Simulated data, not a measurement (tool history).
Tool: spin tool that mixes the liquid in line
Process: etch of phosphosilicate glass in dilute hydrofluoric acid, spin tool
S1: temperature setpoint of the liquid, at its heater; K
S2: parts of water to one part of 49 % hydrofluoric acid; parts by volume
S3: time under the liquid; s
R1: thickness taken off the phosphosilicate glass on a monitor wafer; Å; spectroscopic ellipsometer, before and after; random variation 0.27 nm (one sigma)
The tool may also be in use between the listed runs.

run 1 day=0.000 | S1=297.15 S2=125 S3=15 | R1=236.94
run 2 day=0.162 | S1=297.15 S2=105 S3=15 | R1=289.98
run 3 day=0.333 | S1=297.15 S2=105 S3=15 | R1=289.48
run 4 day=0.621 | S1=297.15 S2=145 S3=15 | R1=199.92
run 5 day=0.767 | S1=297.15 S2=145 S3=15 | R1=199.89
run 6 day=0.821 | S1=298.65 S2=140 S3=15 | R1=220.73
run 7 day=1.083 | S1=299.65 S2=135 S3=15 | R1=243.99
run 8 day=1.121 | S1=300.65 S2=135 S3=15 | R1=246.61
run 9 day=1.417 | S1=301.65 S2=130 S3=15 | R1=271.46
run 10 day=1.567 | S1=302.15 S2=130 S3=15 | R1=276.86
run 11 day=1.638 | S1=302.65 S2=130 S3=15 | R1=279.46
run 12 day=1.933 | S1=303.15 S2=130 S3=15 | R1=281.33

The next listed run, before its measurement:
run 13 day=2.150 | S1=305.15 S2=115 S3=15 | R1=?

Run 13 gave R1 350.54 Å.
